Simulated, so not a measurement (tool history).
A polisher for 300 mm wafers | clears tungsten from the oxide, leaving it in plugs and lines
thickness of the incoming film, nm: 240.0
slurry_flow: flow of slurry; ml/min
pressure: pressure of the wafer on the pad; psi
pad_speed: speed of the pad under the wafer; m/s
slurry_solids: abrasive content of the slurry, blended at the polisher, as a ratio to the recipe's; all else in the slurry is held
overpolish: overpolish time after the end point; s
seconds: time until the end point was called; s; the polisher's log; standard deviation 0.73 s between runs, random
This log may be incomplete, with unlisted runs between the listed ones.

run  hour  slurry_flow  pressure  pad_speed  slurry_solids  overpolish  seconds
  1   0.0          230       2.3       1.10            1.0          30   77.873
  2   5.1          170       2.3       1.10            1.0          30   81.934
  3   7.4          175       2.5       1.10            1.0          30   74.738
  4  12.3          175       2.5       0.86            1.0          30   92.731
  5  14.1          180       2.7       0.86            1.0          30   84.460
  6  21.4          180       2.7       0.86            1.0          30   85.698
  7  29.1          185       2.9       0.86            1.0          30   79.495
  8  37.3          185       3.1       0.88            1.0          30   72.262
  9  45.5          185       3.2       0.88            1.0          30   70.647

What will run 10 give?
 10  48.8          185       3.3       0.90            1.0          30        ?

seconds: 68.139 s
